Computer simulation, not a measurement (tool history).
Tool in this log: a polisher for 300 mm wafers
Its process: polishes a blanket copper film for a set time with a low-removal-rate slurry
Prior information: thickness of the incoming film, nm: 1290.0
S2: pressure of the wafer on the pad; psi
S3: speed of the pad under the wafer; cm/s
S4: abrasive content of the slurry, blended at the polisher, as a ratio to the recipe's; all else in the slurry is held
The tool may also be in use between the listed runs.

run 1 day=0 | flow_of_slurry_(ml/min)=150 S2=2.6 S3=104 S4=1 polishing_time_(s)=62 | film_removed_(nm)=191.94
run 2 day=0.371 | flow_of_slurry_(ml/min)=150 S2=2.6 S3=86 S4=1 polishing_time_(s)=62 | film_removed_(nm)=160.65
run 3 day=0.617 | flow_of_slurry_(ml/min)=155 S2=3 S3=86 S4=1 polishing_time_(s)=62 | film_removed_(nm)=182.7
run 4 day=0.888 | flow_of_slurry_(ml/min)=155 S2=3 S3=86 S4=1.1 polishing_time_(s)=62 | film_removed_(nm)=183.82
-- day=1.017 slurry blender recalibrated
run 5 day=1.017 | flow_of_slurry_(ml/min)=160 S2=3.3 S3=88 S4=1.1 polishing_time_(s)=62 | film_removed_(nm)=219.61
run 6 day=1.362 | flow_of_slurry_(ml/min)=160 S2=3.3 S3=88 S4=1.1 polishing_time_(s)=62 | film_removed_(nm)=216.57
run 7 day=1.688 | flow_of_slurry_(ml/min)=190 S2=4 S3=88 S4=1.1 polishing_time_(s)=62 | film_removed_(nm)=264.68

Predict the results of run 8:
run 8 day=1.746 | flow_of_slurry_(ml/min)=190 S2=4 S3=90 S4=1.1 polishing_time_(s)=62 | film_removed_(nm)=?

{"run 8": {"film removed (nm)": 266.64}}

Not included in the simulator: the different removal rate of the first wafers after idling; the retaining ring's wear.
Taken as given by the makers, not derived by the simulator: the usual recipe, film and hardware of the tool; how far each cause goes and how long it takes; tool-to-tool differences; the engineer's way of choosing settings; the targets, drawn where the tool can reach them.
